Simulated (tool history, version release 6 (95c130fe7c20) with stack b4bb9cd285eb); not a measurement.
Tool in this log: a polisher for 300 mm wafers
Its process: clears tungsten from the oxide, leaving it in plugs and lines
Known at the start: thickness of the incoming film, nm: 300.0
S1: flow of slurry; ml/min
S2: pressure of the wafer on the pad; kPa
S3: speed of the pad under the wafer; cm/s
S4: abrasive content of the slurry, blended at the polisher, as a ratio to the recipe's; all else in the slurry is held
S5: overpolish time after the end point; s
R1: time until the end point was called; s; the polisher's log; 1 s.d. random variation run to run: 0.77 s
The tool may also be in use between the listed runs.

{"run": 1, "hour": 0.0, "S1": 125, "S2": 25.5, "S3": 120, "S4": 1.0, "S5": 45, "R1": 58.963}
{"run": 2, "hour": 3.4, "S1": 120, "S2": 24.8, "S3": 120, "S4": 1.0, "S5": 45, "R1": 61.81}
{"run": 3, "hour": 5.2, "S1": 120, "S2": 24.8, "S3": 94, "S4": 1.0, "S5": 45, "R1": 78.522}
{"run": 4, "hour": 13.8, "S1": 120, "S2": 24.8, "S3": 94, "S4": 0.8, "S5": 45, "R1": 82.529}
{"run": 5, "hour": 20.4, "S1": 125, "S2": 25.5, "S3": 94, "S4": 0.8, "S5": 45, "R1": 79.562}
{"hour": 26.9, "done": "slurry blender recalibrated"}
{"run": 6, "hour": 26.9, "S1": 125, "S2": 25.5, "S3": 68, "S4": 0.8, "S5": 45, "R1": 100.29}

Run 7 is up next; what results do you expect?
{"run": 7, "hour": 30.8, "S1": 130, "S2": 26.9, "S3": 68, "S4": 0.8, "S5": 45, "R1": "?"}

Run 7 measured R1 94.708 s.
